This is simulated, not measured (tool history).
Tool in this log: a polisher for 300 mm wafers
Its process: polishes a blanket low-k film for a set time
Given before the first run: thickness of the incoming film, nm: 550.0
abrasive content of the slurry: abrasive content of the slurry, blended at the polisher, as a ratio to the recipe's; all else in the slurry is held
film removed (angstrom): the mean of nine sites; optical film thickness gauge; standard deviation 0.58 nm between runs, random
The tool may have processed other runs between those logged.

run  hour  flow of slurry (ml/min)  pressure of the wafer on the pad (psi)  speed of the pad under the wafer (m/s)  abrasive content of the slurry  polishing time (s)  film removed (angstrom)
  1     0                      125                                     1.6                                     0.9                               1                 114                   363.18
  2   3.6                      125                                     1.6                                     0.9                             1.1                 114                   381.67
  3   7.1                      125                                     1.6                                     1.1                             1.1                 114                   456.06
  4  12.8                      110                                     1.6                                     1.1                             1.1                 114                   439.03
  5  20.6                       85                                     1.6                                     1.1                             1.1                 114                      424
  6  28.8                       95                                     1.7                                     1.1                             1.1                 114                   446.29
  7  34.8                      105                                     1.7                                     1.1                             1.1                 114                   453.52

Expected results for the next run?
  8  37.7                      140                                     1.9                                     1.1                             1.1                 114                        ?

film removed (angstrom): 508.44
